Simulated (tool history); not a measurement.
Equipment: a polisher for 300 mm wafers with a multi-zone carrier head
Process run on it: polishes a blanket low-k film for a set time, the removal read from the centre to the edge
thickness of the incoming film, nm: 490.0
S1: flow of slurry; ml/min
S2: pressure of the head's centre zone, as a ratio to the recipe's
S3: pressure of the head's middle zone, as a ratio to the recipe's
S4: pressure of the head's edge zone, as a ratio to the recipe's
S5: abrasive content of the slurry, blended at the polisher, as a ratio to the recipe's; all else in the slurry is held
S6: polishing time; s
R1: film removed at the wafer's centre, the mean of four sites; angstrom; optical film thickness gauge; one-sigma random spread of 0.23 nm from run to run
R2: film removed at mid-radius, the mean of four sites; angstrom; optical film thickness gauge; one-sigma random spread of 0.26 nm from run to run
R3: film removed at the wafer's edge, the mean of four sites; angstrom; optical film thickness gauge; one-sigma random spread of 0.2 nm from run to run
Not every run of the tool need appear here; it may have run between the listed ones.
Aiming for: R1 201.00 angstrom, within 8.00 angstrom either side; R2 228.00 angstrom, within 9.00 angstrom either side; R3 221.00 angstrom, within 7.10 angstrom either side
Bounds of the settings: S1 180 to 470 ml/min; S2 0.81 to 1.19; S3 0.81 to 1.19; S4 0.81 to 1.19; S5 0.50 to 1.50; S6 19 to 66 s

run,day,S1,S2,S3,S4,S5,S6,R1,R2,R3
1,0.000,300,1.00,1.00,1.00,1.00,42,178.59,181.55,184.73
2,0.250,300,1.00,1.04,1.00,1.00,42,184.29,183.50,181.77
3,0.504,305,0.97,1.06,1.02,1.10,42,182.14,195.69,187.58
4,0.575,305,0.97,1.00,1.02,1.10,42,181.65,183.76,188.35
5,0.667,305,0.97,1.08,1.02,1.10,42,182.04,197.07,186.68
6,0.800,300,0.96,1.08,1.05,1.20,42,187.26,199.31,194.15
7,0.867,305,0.94,1.09,1.07,1.25,42,183.97,205.90,200.48
8,1.238,315,0.94,1.10,1.09,1.30,42,187.74,212.61,202.81
9,1.308,315,0.94,1.10,1.10,1.35,42,184.35,215.46,209.88
10,1.525,320,0.96,1.10,1.10,1.35,42,190.92,212.11,210.43

5 candidate next runs follow, results not yet known. Just one meets every target within its allowed miss. Identify it.
A,1.742,325,0.97,1.13,1.05,1.30,44,?,?,?
B,1.742,285,1.08,1.04,1.15,1.50,41,?,?,?
C,1.742,390,0.84,1.13,1.13,1.25,46,?,?,?
D,1.742,405,0.91,1.05,1.04,1.50,44,?,?,?
E,1.742,295,1.02,1.05,1.13,1.35,41,?,?,?

move,R1,R2,R3
A,199.57,226.36,208.27
B,213.72,202.86,209.87
C,180.99,237.15,224.81
D,199.00,225.90,219.72
E,196.04,198.71,202.01
A: brings the result that was furthest off to its target, and leaves another outside
B: moves away from the targets compared with the last run
C: pushes the last run's worst result past its target
D: every result within its allowed miss
E: moves away from the targets compared with the last run
Correct choice: D, which meets every target
